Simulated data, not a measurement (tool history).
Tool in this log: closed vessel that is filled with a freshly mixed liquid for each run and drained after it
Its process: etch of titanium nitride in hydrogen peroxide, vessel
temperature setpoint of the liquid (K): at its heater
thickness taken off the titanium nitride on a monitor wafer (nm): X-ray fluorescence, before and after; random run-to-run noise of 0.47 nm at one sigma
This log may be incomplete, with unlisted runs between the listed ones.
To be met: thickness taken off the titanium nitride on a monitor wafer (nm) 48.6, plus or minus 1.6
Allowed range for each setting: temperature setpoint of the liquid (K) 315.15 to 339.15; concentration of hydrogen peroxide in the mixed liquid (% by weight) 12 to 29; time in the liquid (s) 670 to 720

run,day,temperature setpoint of the liquid (K),concentration of hydrogen peroxide in the mixed liquid (% by weight),time in the liquid (s),thickness taken off the titanium nitride on a monitor wafer (nm)
1,0,331.15,19.5,670,28.019
2,0.096,333.65,19.5,670,32.341
3,0.379,333.65,19.5,720,34.823
4,0.754,333.65,16,720,33.68
5,0.95,335.15,16.5,720,36.987
6,1.204,335.15,16.5,670,34.811
7,1.438,336.15,17,680,37.788
8,1.471,337.15,17.5,685,41.225
9,1.592,337.15,17.5,685,40.786
10,1.883,337.65,18,690,43.365
11,2.208,338.15,18,690,44.335

Of the 5 settings listed for the next run, only one would bring every result within its allowed miss of target. Which one?
A,2.533,336.15,23,670,?
B,2.533,335.65,19,700,?
C,2.533,338.15,17,705,?
D,2.533,335.65,16.5,720,?
E,2.533,339.15,15.5,720,?

move,thickness taken off the titanium nitride on a monitor wafer (nm)
A,40.214
B,38.998
C,45.291
D,38.928
E,48.444
A: misses by more than the last run did
B: misses by more than the last run did
C: moves toward the targets from the last run without getting all of them in spec
D: misses by more than the last run did
E: hits every target within its allowed miss
So the answer is move E, the one that meets all the targets.
